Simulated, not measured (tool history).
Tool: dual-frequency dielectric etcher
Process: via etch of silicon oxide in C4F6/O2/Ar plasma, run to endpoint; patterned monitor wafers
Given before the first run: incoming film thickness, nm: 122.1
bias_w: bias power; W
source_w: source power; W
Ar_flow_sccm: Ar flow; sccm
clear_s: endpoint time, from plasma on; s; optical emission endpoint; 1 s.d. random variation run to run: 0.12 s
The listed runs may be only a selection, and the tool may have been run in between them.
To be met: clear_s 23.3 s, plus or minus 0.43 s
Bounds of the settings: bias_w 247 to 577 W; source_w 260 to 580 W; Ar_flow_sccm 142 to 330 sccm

Run 1, hour 0: bias_w 412 W, source_w 420 W, Ar_flow_sccm 236 sccm. Result: clear_s 27.039 s.
Run 2, hour 2.2: bias_w 344 W, source_w 420 W, Ar_flow_sccm 236 sccm. Result: clear_s 30.371 s.
Run 3, hour 11: bias_w 344 W, source_w 420 W, Ar_flow_sccm 252 sccm. Result: clear_s 30.429 s.
Run 4, hour 19.3: bias_w 344 W, source_w 390 W, Ar_flow_sccm 252 sccm. Result: clear_s 31.467 s.
Run 5, hour 21: bias_w 290 W, source_w 390 W, Ar_flow_sccm 252 sccm. Result: clear_s 35.157 s.
Run 6, hour 25: bias_w 247 W, source_w 390 W, Ar_flow_sccm 252 sccm. Result: clear_s 39.708 s.
Run 7, hour 31.6: bias_w 247 W, source_w 390 W, Ar_flow_sccm 252 sccm. Result: clear_s 40.038 s.
Run 8, hour 39.8: bias_w 329 W, source_w 470 W, Ar_flow_sccm 205 sccm. Result: clear_s 28.961 s.
Run 9, hour 43.3: bias_w 344 W, source_w 470 W, Ar_flow_sccm 205 sccm. Result: clear_s 28.316 s.
Run 10, hour 43.8: bias_w 357 W, source_w 470 W, Ar_flow_sccm 205 sccm. Result: clear_s 27.478 s.
Run 11, hour 47.2: bias_w 439 W, source_w 490 W, Ar_flow_sccm 203 sccm. Result: clear_s 23.95 s.

Exercise: of the 4 proposed moves below, exactly one satisfies all targets within the stated allowed misses. Which move is it?
Run A, hour 50.6: bias_w 429 W, source_w 540 W, Ar_flow_sccm 202 sccm. Result: clear_s ?.
Run B, hour 50.6: bias_w 458 W, source_w 580 W, Ar_flow_sccm 230 sccm. Result: clear_s ?.
Run C, hour 50.6: bias_w 520 W, source_w 470 W, Ar_flow_sccm 201 sccm. Result: clear_s ?.
Run D, hour 50.6: bias_w 486 W, source_w 500 W, Ar_flow_sccm 196 sccm. Result: clear_s ?.

move  clear_s
   A   23.312
   B   22.068
   C   22.249
   D   22.423
A: meets every target
B: carries the result that was furthest off beyond its target, to the other side
C: carries the result that was furthest off beyond its target, to the other side
D: carries the result that was furthest off beyond its target, to the other side
A is the move that brings every result within its allowed miss.

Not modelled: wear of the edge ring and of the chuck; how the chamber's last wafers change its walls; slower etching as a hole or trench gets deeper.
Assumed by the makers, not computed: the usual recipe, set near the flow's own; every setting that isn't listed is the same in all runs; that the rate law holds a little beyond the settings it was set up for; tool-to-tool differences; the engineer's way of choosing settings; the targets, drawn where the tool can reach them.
